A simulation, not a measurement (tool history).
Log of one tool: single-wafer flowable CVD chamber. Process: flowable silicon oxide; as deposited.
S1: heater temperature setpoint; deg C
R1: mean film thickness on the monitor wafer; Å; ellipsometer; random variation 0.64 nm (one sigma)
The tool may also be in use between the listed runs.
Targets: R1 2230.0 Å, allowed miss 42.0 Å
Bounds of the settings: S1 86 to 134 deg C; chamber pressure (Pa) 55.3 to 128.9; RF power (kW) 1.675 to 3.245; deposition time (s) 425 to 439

Run 1, day 0.000: S1 110 deg C, chamber pressure (Pa) 92.1, RF power (kW) 2.460, deposition time (s) 425. Result: R1 1602.4 Å.
Run 2, day 0.275: S1 110 deg C, chamber pressure (Pa) 92.1, RF power (kW) 2.460, deposition time (s) 425. Result: R1 1597.9 Å.
Run 3, day 0.621: S1 118 deg C, chamber pressure (Pa) 92.1, RF power (kW) 2.460, deposition time (s) 425. Result: R1 1289.5 Å.
Run 4, day 0.992: S1 115 deg C, chamber pressure (Pa) 92.1, RF power (kW) 2.460, deposition time (s) 425. Result: R1 1402.7 Å.
Run 5, day 1.025: S1 115 deg C, chamber pressure (Pa) 92.1, RF power (kW) 2.460, deposition time (s) 439. Result: R1 1444.8 Å.
Run 6, day 1.183: S1 115 deg C, chamber pressure (Pa) 78.9, RF power (kW) 2.460, deposition time (s) 439. Result: R1 1245.7 Å.
Run 7, day 1.258: S1 112 deg C, chamber pressure (Pa) 79.1, RF power (kW) 2.460, deposition time (s) 439. Result: R1 1348.4 Å.
Run 8, day 1.300: S1 109 deg C, chamber pressure (Pa) 79.1, RF power (kW) 2.460, deposition time (s) 439. Result: R1 1467.4 Å.
Run 9, day 1.329: S1 97 deg C, chamber pressure (Pa) 79.3, RF power (kW) 2.460, deposition time (s) 439. Result: R1 2110.0 Å.

5 next moves are on the table. One of them brings every result within its allowed miss. Which?
Run A, day 1.358: S1 99 deg C, chamber pressure (Pa) 93.2, RF power (kW) 2.510, deposition time (s) 438. Result: R1 ?.
Run B, day 1.358: S1 94 deg C, chamber pressure (Pa) 81.6, RF power (kW) 2.645, deposition time (s) 427. Result: R1 ?.
Run C, day 1.358: S1 93 deg C, chamber pressure (Pa) 81.3, RF power (kW) 2.930, deposition time (s) 425. Result: R1 ?.
Run D, day 1.358: S1 101 deg C, chamber pressure (Pa) 96.8, RF power (kW) 2.360, deposition time (s) 432. Result: R1 ?.
Run E, day 1.358: S1 95 deg C, chamber pressure (Pa) 85.2, RF power (kW) 2.815, deposition time (s) 433. Result: R1 ?.

move      R1
   A  2317.9
   B  2311.2
   C  2378.0
   D  2221.0
   E  2381.8
A: takes the result that was furthest off past its target
B: takes the result that was furthest off past its target
C: takes the result that was furthest off past its target
D: meets every target
E: takes the result that was furthest off past its target
Answer: D

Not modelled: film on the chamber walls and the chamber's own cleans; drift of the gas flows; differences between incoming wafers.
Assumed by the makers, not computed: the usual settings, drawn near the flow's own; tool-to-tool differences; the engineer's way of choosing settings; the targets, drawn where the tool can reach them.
